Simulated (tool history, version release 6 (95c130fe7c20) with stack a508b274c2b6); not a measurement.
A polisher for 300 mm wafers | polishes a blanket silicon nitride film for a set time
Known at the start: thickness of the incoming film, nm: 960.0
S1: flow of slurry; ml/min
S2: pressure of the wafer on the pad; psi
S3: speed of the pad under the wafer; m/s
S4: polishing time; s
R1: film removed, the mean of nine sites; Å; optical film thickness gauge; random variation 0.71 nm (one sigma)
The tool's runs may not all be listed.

run  hour   S1   S2    S3  S4      R1
  1   0.0  215  3.9  0.94  46  911.27
  2   7.9  255  3.9  0.94  46  939.83
  3  14.7  255  3.3  0.92  46  795.24
  4  20.8  255  2.8  0.92  46  674.01
  5  29.8  215  2.8  0.92  46  654.51
  6  30.9  210  2.6  0.92  46  612.67
  7  39.2  205  2.5  0.92  46  589.23
  8  45.1  200  2.2  0.92  46  519.19

Run 9 comes next. What will it give?
  9  46.5  205  2.2  0.92  46   ?

{"run 9": {"R1": 518.24}}

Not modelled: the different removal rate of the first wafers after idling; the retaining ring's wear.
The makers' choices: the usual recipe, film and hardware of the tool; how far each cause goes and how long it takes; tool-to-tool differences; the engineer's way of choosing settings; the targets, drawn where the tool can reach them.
